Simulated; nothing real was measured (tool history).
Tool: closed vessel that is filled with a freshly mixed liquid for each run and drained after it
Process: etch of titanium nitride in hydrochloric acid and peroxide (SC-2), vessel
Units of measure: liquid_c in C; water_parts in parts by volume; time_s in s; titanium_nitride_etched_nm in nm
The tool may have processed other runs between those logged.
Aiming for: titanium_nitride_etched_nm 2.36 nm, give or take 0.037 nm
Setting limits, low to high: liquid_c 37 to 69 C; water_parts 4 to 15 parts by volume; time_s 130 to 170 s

{"run": 1, "hour": 0.0, "liquid_c": 53, "water_parts": 8.5, "time_s": 170, "titanium_nitride_etched_nm": 3.3975}
{"run": 2, "hour": 7.4, "liquid_c": 51.5, "water_parts": 8.5, "time_s": 170, "titanium_nitride_etched_nm": 3.0656}
{"run": 3, "hour": 10.1, "liquid_c": 50.5, "water_parts": 8.5, "time_s": 170, "titanium_nitride_etched_nm": 2.8877}
{"run": 4, "hour": 13.8, "liquid_c": 50.5, "water_parts": 6.5, "time_s": 170, "titanium_nitride_etched_nm": 3.5416}
{"run": 5, "hour": 19.8, "liquid_c": 49, "water_parts": 6.5, "time_s": 170, "titanium_nitride_etched_nm": 3.2273}
{"run": 6, "hour": 22.1, "liquid_c": 55, "water_parts": 6.5, "time_s": 170, "titanium_nitride_etched_nm": 4.7847}
{"run": 7, "hour": 27.0, "liquid_c": 52.5, "water_parts": 6.5, "time_s": 170, "titanium_nitride_etched_nm": 4.0223}
{"run": 8, "hour": 36.1, "liquid_c": 50.5, "water_parts": 6.5, "time_s": 170, "titanium_nitride_etched_nm": 3.5457}
{"run": 9, "hour": 38.6, "liquid_c": 43, "water_parts": 6.5, "time_s": 170, "titanium_nitride_etched_nm": 2.1275}
{"run": 10, "hour": 41.5, "liquid_c": 43.5, "water_parts": 6.5, "time_s": 170, "titanium_nitride_etched_nm": 2.2241}
{"run": 11, "hour": 50.1, "liquid_c": 43.5, "water_parts": 6.5, "time_s": 170, "titanium_nitride_etched_nm": 2.2161}
{"run": 12, "hour": 58.8, "liquid_c": 44, "water_parts": 6.5, "time_s": 170, "titanium_nitride_etched_nm": 2.2967}

5 next moves are on the table. One of them brings every result within its allowed miss. Which?
{"run": "A", "hour": 67.5, "liquid_c": 43.5, "water_parts": 6, "time_s": 165, "titanium_nitride_etched_nm": "?"}
{"run": "B", "hour": 67.5, "liquid_c": 48.5, "water_parts": 7.5, "time_s": 135, "titanium_nitride_etched_nm": "?"}
{"run": "C", "hour": 67.5, "liquid_c": 43, "water_parts": 6, "time_s": 170, "titanium_nitride_etched_nm": "?"}
{"run": "D", "hour": 67.5, "liquid_c": 50, "water_parts": 7, "time_s": 130, "titanium_nitride_etched_nm": "?"}
{"run": "E", "hour": 67.5, "liquid_c": 43.5, "water_parts": 6, "time_s": 170, "titanium_nitride_etched_nm": "?"}

move=A titanium_nitride_etched_nm=2.2751
move=B titanium_nitride_etched_nm=2.2063
move=C titanium_nitride_etched_nm=2.2639
move=D titanium_nitride_etched_nm=2.4796
move=E titanium_nitride_etched_nm=2.344
A: the biggest miss grows against the last run
B: the biggest miss grows against the last run
C: the biggest miss grows against the last run
D: the result that was furthest off in the last run now lies on the other side of its target
E: every result lands within tolerance
Go with E: it meets all targets.

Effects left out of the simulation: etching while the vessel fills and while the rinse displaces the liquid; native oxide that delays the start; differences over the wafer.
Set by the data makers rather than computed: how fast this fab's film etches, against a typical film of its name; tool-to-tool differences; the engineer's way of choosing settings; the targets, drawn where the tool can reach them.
